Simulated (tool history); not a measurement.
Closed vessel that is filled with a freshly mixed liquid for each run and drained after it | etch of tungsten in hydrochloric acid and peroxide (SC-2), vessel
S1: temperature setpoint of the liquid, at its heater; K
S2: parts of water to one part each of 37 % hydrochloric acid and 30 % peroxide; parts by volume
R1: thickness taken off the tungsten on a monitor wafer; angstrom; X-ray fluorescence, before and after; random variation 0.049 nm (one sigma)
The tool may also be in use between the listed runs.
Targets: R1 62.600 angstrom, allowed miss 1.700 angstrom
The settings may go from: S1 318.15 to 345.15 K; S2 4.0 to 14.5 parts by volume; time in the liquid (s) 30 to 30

run 1 hour=0.0 | S1=334.15 S2=8.0 time_in_the_liquid_(s)=30 | R1=141.560
run 2 hour=5.9 | S1=334.15 S2=8.0 time_in_the_liquid_(s)=30 | R1=143.520
run 3 hour=14.7 | S1=332.15 S2=8.0 time_in_the_liquid_(s)=30 | R1=125.630
run 4 hour=22.8 | S1=330.65 S2=8.0 time_in_the_liquid_(s)=30 | R1=113.960
run 5 hour=24.6 | S1=333.65 S2=8.0 time_in_the_liquid_(s)=30 | R1=139.450
run 6 hour=32.2 | S1=332.15 S2=8.0 time_in_the_liquid_(s)=30 | R1=126.430
run 7 hour=36.3 | S1=330.65 S2=8.0 time_in_the_liquid_(s)=30 | R1=113.950
run 8 hour=44.3 | S1=329.65 S2=8.0 time_in_the_liquid_(s)=30 | R1=106.480
run 9 hour=46.5 | S1=328.65 S2=8.0 time_in_the_liquid_(s)=30 | R1=100.750
run 10 hour=51.5 | S1=327.65 S2=8.0 time_in_the_liquid_(s)=30 | R1=94.383
run 11 hour=56.5 | S1=326.65 S2=8.0 time_in_the_liquid_(s)=30 | R1=87.630
run 12 hour=60.5 | S1=326.15 S2=8.0 time_in_the_liquid_(s)=30 | R1=85.068
run 13 hour=69.2 | S1=325.65 S2=8.0 time_in_the_liquid_(s)=30 | R1=82.974
run 14 hour=77.3 | S1=325.15 S2=8.0 time_in_the_liquid_(s)=30 | R1=79.063
run 15 hour=80.0 | S1=324.65 S2=8.0 time_in_the_liquid_(s)=30 | R1=78.586
run 16 hour=84.2 | S1=324.15 S2=8.0 time_in_the_liquid_(s)=30 | R1=75.052
run 17 hour=85.9 | S1=323.65 S2=8.0 time_in_the_liquid_(s)=30 | R1=71.551
run 18 hour=92.1 | S1=323.65 S2=8.0 time_in_the_liquid_(s)=30 | R1=71.989

Which of these 4 next moves meets every target?
run A hour=98.3 | S1=321.65 S2=9.0 time_in_the_liquid_(s)=30 | R1=?
run B hour=98.3 | S1=322.15 S2=9.0 time_in_the_liquid_(s)=30 | R1=?
run C hour=98.3 | S1=321.15 S2=8.5 time_in_the_liquid_(s)=30 | R1=?
run D hour=98.3 | S1=322.15 S2=8.5 time_in_the_liquid_(s)=30 | R1=?

move=A R1=57.184
move=B R1=59.138
move=C R1=57.921
move=D R1=61.954
A: takes the result that was furthest off past its target
B: takes the result that was furthest off past its target
C: takes the result that was furthest off past its target
D: meets every target
Move D is the one to make.
